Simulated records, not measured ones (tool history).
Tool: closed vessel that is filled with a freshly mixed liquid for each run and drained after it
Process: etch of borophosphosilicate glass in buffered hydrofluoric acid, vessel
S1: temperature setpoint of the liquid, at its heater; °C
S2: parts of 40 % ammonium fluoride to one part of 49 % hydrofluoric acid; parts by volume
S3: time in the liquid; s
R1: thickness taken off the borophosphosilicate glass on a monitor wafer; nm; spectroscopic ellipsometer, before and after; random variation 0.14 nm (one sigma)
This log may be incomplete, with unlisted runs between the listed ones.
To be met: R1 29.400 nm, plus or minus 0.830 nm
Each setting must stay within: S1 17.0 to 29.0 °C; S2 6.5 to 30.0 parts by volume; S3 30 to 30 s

run,hour,S1,S2,S3,R1
1,0.0,21.0,18.5,30,40.375
2,0.9,24.5,18.5,30,48.802
3,7.1,23.0,19.0,30,43.893
4,12.2,25.0,19.0,30,48.939
5,16.5,25.0,19.0,30,49.110
6,20.2,25.0,19.0,30,48.774
7,25.2,23.5,19.5,30,43.933
8,30.8,22.0,20.0,30,39.532
9,38.8,18.0,21.0,30,30.580

Exactly one of the 4 candidate moves below puts every result within its allowed miss. Which one?
A,46.8,19.0,20.5,30,?
B,46.8,17.5,19.0,30,?
C,46.8,17.0,18.0,30,?
D,46.8,19.0,24.0,30,?

move,R1
A,32.673
B,32.150
C,32.978
D,29.288
A: further off than the last run
B: further off than the last run
C: further off than the last run
D: each result inside its tolerance
The right move is D.

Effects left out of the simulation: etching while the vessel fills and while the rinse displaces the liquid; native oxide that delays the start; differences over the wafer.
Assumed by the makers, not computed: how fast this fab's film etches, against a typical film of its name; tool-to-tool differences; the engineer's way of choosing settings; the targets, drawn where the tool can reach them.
